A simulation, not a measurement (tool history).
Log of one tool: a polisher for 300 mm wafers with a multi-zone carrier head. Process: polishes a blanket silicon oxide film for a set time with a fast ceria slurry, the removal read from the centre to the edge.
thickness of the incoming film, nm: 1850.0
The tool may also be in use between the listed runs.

run  hour  flow of slurry (ml/min)  pressure of the head's centre zone  pressure of the head's middle zone  pressure of the head's edge zone  polishing time (s)  film removed at the wafer's centre (Å)  film removed at mid-radius (Å)  film removed at the wafer's edge (Å)
  1     0                      210                                   1                                   1                                 1                  37                                  6775.3                          7001.9                                6737.3
  2   2.4                      210                                0.99                                   1                              0.97                  33                                  5947.6                          6280.8                                5961.5
  3   3.6                      210                                0.99                                0.97                              0.97                  33                                  6091.3                            6123                                5893.4
  4     8                      210                                0.99                                0.93                              0.97                  33                                  6177.9                          5956.3                                5869.3
  5    10                      210                                0.98                                0.94                              0.94                  30                                  5419.7                          5396.8                                5257.4
  6  18.7                      215                                0.98                                0.95                              0.91                  28                                  5083.9                          5128.9                                4877.8
  7  22.9                      220                                0.98                                0.96                              0.89                  27                                  4987.3                          4985.3                                4772.7

The next listed run, before its measurement:
  8  27.4                      205                                0.98                                0.98                              0.87                  26                                       ?                               ?                                     ?

film removed at the wafer's centre (Å): 4711.6
film removed at mid-radius (Å): 4797.2
film removed at the wafer's edge (Å): 4445.9
